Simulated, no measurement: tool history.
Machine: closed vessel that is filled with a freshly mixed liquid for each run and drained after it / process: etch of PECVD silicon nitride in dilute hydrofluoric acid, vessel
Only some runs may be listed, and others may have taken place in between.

run  hour  temperature setpoint of the liquid (C)  parts of water to one part of 49 % hydrofluoric acid (parts by volume)  time in the liquid (s)  thickness taken off the PECVD silicon nitride on a monitor wafer (nm)
  1   0.0                                    21.0                                                                     155                    2190                                                                 24.197
  2   7.7                                    22.0                                                                     145                    2190                                                                 27.846
  3  11.4                                    22.5                                                                     135                    2190                                                                 30.752
  4  19.2                                    23.0                                                                     125                    2190                                                                 34.994
  5  27.2                                    23.5                                                                     120                    2190                                                                 37.306
  6  29.7                                    24.0                                                                     115                    2190                                                                 39.476
  7  33.6                                    24.5                                                                     110                    2190                                                                 44.215
  8  39.0                                    25.0                                                                     105                    2190                                                                 46.031
  9  47.7                                    25.5                                                                     100                    2190                                                                 51.386
 10  51.2                                    26.0                                                                     100                    2190                                                                 52.104
 11  55.9                                    26.5                                                                      95                    2190                                                                 57.641
 12  61.7                                    27.0                                                                      95                    2190                                                                 58.399
     68.2  -- hydrofluoric acid flow meter replaced
 13  68.2                                    29.0                                                                      65                    2195                                                                111.050

Run 14 comes next. What will it give?
 14  75.0                                    28.5                                                                      65                    2195                                                                      ?

thickness taken off the PECVD silicon nitride on a monitor wafer (nm): 105.250
